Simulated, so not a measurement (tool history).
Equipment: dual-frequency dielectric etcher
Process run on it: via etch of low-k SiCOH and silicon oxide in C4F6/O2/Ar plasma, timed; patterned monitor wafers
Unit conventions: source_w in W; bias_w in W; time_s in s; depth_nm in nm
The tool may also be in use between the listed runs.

run 1 hour=0 | source_w=350 bias_w=244 time_s=84.5 | depth_nm=240.92
run 2 hour=7.5 | source_w=350 bias_w=279 time_s=84.5 | depth_nm=247.01
run 3 hour=10.7 | source_w=350 bias_w=279 time_s=88 | depth_nm=257.54
run 4 hour=17.9 | source_w=320 bias_w=266 time_s=87 | depth_nm=244.43
run 5 hour=20.7 | source_w=300 bias_w=256 time_s=86.5 | depth_nm=233.16
-- hour=28.7 source power generator calibrated
run 6 hour=28.7 | source_w=300 bias_w=256 time_s=88 | depth_nm=240.27
run 7 hour=36.4 | source_w=280 bias_w=247 time_s=87.5 | depth_nm=227.4
run 8 hour=45.1 | source_w=260 bias_w=244 time_s=87.5 | depth_nm=223.94
run 9 hour=53.8 | source_w=250 bias_w=239 time_s=87 | depth_nm=216.34
run 10 hour=62.1 | source_w=240 bias_w=238 time_s=87 | depth_nm=212.49
run 11 hour=66.1 | source_w=240 bias_w=237 time_s=87 | depth_nm=212.88

Forecast run 12:
run 12 hour=67.1 | source_w=240 bias_w=236 time_s=87 | depth_nm=?

depth_nm: 212.66 nm
